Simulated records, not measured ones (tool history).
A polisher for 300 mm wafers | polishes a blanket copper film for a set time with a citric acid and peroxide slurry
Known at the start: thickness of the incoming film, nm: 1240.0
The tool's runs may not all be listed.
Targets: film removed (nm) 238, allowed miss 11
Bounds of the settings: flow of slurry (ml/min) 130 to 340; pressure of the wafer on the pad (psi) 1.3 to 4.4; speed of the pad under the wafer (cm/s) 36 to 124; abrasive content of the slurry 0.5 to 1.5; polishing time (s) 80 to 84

run  hour  flow of slurry (ml/min)  pressure of the wafer on the pad (psi)  speed of the pad under the wafer (cm/s)  abrasive content of the slurry  polishing time (s)  film removed (nm)
  1     0                      220                                     2.8                                       80                               1                  80             162.98
  2   4.3                      220                                     3.1                                       80                               1                  80             180.03
  3  10.4                      220                                     3.2                                       80                               1                  80             187.12
  4  11.8                      220                                     3.2                                       80                             0.8                  80              172.2
  5  12.3                      220                                     2.6                                       80                             0.8                  80             141.78
  6    19                      220                                     2.8                                       80                             0.8                  80             153.84
  7  26.7                      220                                       3                                       80                             0.8                  80             166.88
  8    28                      220                                     3.8                                       82                             0.8                  80             213.08

Which of these 5 next moves meets every target?
  A  29.3                      240                                     4.4                                       84                             0.5                  80                  ?
  B  29.3                      175                                     3.5                                       82                            0.75                  80                  ?
  C  29.3                      240                                     4.1                                       80                            0.85                  83                  ?
  D  29.3                      245                                     4.1                                      104                             0.6                  84                  ?
  E  29.3                      250                                     3.3                                       74                             0.7                  84                  ?

move  film removed (nm)
   A              211.6
   B             183.01
   C             235.89
   D             255.58
   E             175.83
A: further off than the last run
B: further off than the last run
C: meets every target
D: takes the result that was furthest off past its target
E: further off than the last run
Answer: C
